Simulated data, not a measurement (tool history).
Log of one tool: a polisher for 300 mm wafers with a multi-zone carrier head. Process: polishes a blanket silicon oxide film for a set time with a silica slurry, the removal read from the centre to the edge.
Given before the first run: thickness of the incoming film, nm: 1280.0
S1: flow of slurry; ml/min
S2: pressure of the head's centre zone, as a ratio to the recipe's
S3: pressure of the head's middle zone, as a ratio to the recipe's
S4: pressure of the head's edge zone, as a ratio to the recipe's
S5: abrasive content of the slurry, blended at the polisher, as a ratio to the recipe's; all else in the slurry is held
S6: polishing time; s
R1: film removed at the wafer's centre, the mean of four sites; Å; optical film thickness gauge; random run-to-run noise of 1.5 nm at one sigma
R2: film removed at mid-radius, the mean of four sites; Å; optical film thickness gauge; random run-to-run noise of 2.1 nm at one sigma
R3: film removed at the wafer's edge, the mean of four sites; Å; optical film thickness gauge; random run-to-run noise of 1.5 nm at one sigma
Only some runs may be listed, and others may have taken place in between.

Run 1, hour 0: S1 235 ml/min, S2 1, S3 1, S4 1, S5 1, S6 45 s. Result: R1 1188.9 Å, R2 1170 Å, R3 1152.1 Å.
Run 2, hour 2.3: S1 235 ml/min, S2 0.94, S3 1, S4 1, S5 1, S6 45 s. Result: R1 1108.7 Å, R2 1195.4 Å, R3 1143.4 Å.
Run 3, hour 8.3: S1 235 ml/min, S2 0.94, S3 1, S4 1.02, S5 1.05, S6 46 s. Result: R1 1139.6 Å, R2 1234.8 Å, R3 1201.7 Å.
Run 4, hour 9.1: S1 235 ml/min, S2 0.95, S3 1.01, S4 1.03, S5 1.1, S6 47 s. Result: R1 1222.4 Å, R2 1252.4 Å, R3 1270.7 Å.
Run 5, hour 13.1: S1 235 ml/min, S2 0.95, S3 1.01, S4 1.03, S5 1.3, S6 47 s. Result: R1 1295.7 Å, R2 1377.1 Å, R3 1353.6 Å.
Run 6, hour 19.5: S1 235 ml/min, S2 0.95, S3 1.01, S4 1.03, S5 1.3, S6 42 s. Result: R1 1171.7 Å, R2 1196.6 Å, R3 1236 Å.

What will run 7 give?
Run 7, hour 27: S1 240 ml/min, S2 0.95, S3 1.02, S4 1.04, S5 1.3, S6 43 s. Result: R1 ?, R2 ?, R3 ?.

R1: 1194.9 Å
R2: 1285.3 Å
R3: 1253.2 Å

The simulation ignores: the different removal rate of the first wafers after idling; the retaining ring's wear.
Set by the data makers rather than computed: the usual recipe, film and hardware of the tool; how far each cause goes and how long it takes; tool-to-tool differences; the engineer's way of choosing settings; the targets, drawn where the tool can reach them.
